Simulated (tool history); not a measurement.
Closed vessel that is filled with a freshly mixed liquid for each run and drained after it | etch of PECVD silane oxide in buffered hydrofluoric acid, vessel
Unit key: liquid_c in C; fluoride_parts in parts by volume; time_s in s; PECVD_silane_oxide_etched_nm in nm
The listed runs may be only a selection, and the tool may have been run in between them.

run  hour  liquid_c  fluoride_parts  time_s  PECVD_silane_oxide_etched_nm
  1   0.0      22.0            10.5      90                        172.53
  2   7.0      22.0            10.5      90                        173.96
  3  11.6      20.5            10.5      90                        159.33
  4  15.0      19.5            10.5      90                        150.98
  5  22.4      19.5            10.5      90                        150.12
  6  27.9      19.5            10.5     100                        166.54
  7  29.3      19.0            11.0     100                        153.78
  8  29.9      19.0            11.0     100                        155.49
  9  37.5      19.0            11.0     100                        156.39
 10  44.4      18.5            11.5     100                        146.76
 11  49.8      18.5            11.5     100                        144.82

For run 12, what comes out?
 12  51.7      18.0            11.5     100                             ?

{"run 12": {"PECVD_silane_oxide_etched_nm": 141.49}}
